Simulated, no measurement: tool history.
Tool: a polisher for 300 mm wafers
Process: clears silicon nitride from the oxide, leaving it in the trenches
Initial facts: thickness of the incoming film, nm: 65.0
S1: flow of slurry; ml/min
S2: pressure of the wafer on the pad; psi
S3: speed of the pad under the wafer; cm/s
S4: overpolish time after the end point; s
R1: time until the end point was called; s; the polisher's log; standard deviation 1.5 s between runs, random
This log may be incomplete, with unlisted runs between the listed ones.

| run | hour | S1 | S2 | S3 | S4 | R1 |
|---|---|---|---|---|---|---|
| 1 | 0 | 170 | 2.4 | 102 | 41 | 68.831 |
| 2 | 6.4 | 170 | 2.3 | 102 | 41 | 70.209 |
| 3 | 11 | 170 | 2.2 | 102 | 41 | 71.259 |
| 4 | 15.2 | 205 | 2.2 | 102 | 41 | 71.261 |
| 5 | 18.4 | 205 | 2.1 | 102 | 41 | 72.679 |
| 6 | 19.1 | 245 | 2.1 | 102 | 41 | 73.463 |
| 7 | 27.4 | 245 | 2.1 | 102 | 41 | 70.663 |

Predict the results of run 8:
| 8 | 30.4 | 240 | 1.5 | 98 | 41 | ? |

R1: 98.765 s
